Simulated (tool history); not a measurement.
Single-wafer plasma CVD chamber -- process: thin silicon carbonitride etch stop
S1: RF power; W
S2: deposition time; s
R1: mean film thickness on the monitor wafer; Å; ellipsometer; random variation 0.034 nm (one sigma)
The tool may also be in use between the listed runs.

run 1 hour=0.0 | S1=255 S2=15.7 | R1=93.742
run 2 hour=6.1 | S1=255 S2=13.6 | R1=80.844
run 3 hour=14.3 | S1=285 S2=13.6 | R1=83.588
run 4 hour=22.6 | S1=275 S2=13.4 | R1=81.578
run 5 hour=30.0 | S1=275 S2=14.6 | R1=89.186
run 6 hour=35.0 | S1=255 S2=14.6 | R1=87.179

For run 7, what comes out?
run 7 hour=41.2 | S1=245 S2=14.2 | R1=?

Run 7 measured R1 84.141 Å.
